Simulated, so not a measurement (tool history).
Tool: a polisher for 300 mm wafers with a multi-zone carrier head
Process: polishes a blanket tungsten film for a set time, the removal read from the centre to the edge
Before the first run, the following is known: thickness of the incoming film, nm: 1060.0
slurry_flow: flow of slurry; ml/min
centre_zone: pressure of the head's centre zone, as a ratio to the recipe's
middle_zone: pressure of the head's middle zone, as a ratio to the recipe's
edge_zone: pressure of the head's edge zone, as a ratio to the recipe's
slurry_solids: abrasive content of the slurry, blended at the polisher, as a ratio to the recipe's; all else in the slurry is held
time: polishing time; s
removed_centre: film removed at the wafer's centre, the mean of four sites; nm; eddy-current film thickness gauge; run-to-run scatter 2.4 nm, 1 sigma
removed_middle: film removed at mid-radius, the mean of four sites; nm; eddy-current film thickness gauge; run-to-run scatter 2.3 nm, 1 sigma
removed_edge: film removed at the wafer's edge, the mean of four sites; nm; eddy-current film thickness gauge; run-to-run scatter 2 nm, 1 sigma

run 1 hour=0.0 | slurry_flow=315 centre_zone=1.00 middle_zone=1.00 edge_zone=1.00 slurry_solids=1.00 time=42 | removed_centre=188.84 removed_middle=186.78 removed_edge=184.01
run 2 hour=4.6 | slurry_flow=315 centre_zone=1.00 middle_zone=1.00 edge_zone=1.00 slurry_solids=0.85 time=42 | removed_centre=179.75 removed_middle=176.38 removed_edge=176.60
run 3 hour=5.2 | slurry_flow=325 centre_zone=1.04 middle_zone=1.03 edge_zone=1.01 slurry_solids=1.00 time=42 | removed_centre=196.70 removed_middle=190.90 removed_edge=183.87
run 4 hour=7.5 | slurry_flow=335 centre_zone=1.07 middle_zone=1.05 edge_zone=1.02 slurry_solids=1.10 time=43 | removed_centre=212.22 removed_middle=206.87 removed_edge=193.27
run 5 hour=12.7 | slurry_flow=345 centre_zone=1.09 middle_zone=1.06 edge_zone=1.02 slurry_solids=1.20 time=44 | removed_centre=229.83 removed_middle=216.00 removed_edge=203.99
run 6 hour=19.5 | slurry_flow=345 centre_zone=1.17 middle_zone=1.06 edge_zone=1.02 slurry_solids=1.20 time=44 | removed_centre=239.75 removed_middle=219.97 removed_edge=203.11
run 7 hour=28.1 | slurry_flow=360 centre_zone=1.17 middle_zone=1.08 edge_zone=1.02 slurry_solids=1.25 time=44 | removed_centre=248.98 removed_middle=225.36 removed_edge=210.60
run 8 hour=31.0 | slurry_flow=360 centre_zone=1.18 middle_zone=1.18 edge_zone=0.92 slurry_solids=1.45 time=46 | removed_centre=268.48 removed_middle=262.09 removed_edge=215.82
run 9 hour=34.0 | slurry_flow=370 centre_zone=1.18 middle_zone=1.17 edge_zone=0.92 slurry_solids=1.45 time=46 | removed_centre=265.56 removed_middle=262.33 removed_edge=218.08
-- hour=38.2 worn pad replaced by a new one
run 10 hour=38.2 | slurry_flow=370 centre_zone=1.18 middle_zone=1.17 edge_zone=0.92 slurry_solids=1.45 time=46 | removed_centre=298.90 removed_middle=291.54 removed_edge=239.76

What does the tool deliver on the next run?
run 11 hour=42.3 | slurry_flow=360 centre_zone=1.18 middle_zone=1.16 edge_zone=0.92 slurry_solids=1.45 time=46 | removed_centre=? removed_middle=? removed_edge=?

{"run 11": {"removed_centre": 294.17, "removed_middle": 285.32, "removed_edge": 235.46}}
